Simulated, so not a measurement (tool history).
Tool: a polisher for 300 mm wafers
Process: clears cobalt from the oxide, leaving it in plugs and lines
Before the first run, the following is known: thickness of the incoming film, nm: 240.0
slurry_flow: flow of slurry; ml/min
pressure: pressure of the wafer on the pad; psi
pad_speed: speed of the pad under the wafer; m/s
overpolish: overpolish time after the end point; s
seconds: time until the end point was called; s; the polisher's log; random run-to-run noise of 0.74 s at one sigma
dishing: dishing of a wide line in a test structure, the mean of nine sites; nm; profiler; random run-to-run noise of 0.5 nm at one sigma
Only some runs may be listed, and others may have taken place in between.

run	hour	slurry_flow	pressure	pad_speed	overpolish	seconds	dishing
1	0.0	125	2.4	0.88	9	42.743	38.366
2	2.3	125	3.0	0.88	9	34.959	44.272
3	5.4	115	3.0	0.88	9	36.065	44.518
4	10.7	115	3.0	0.88	7	35.869	36.091
5	15.2	105	2.6	0.88	9	40.854	38.836
6	17.6	105	2.6	1.02	9	35.936	43.613
7	18.3	100	2.2	1.00	10	43.904	41.501

What does the tool deliver on the next run?
8	20.1	95	2.0	1.00	11	?	?

seconds: 47.984 s
dishing: 40.351 nm

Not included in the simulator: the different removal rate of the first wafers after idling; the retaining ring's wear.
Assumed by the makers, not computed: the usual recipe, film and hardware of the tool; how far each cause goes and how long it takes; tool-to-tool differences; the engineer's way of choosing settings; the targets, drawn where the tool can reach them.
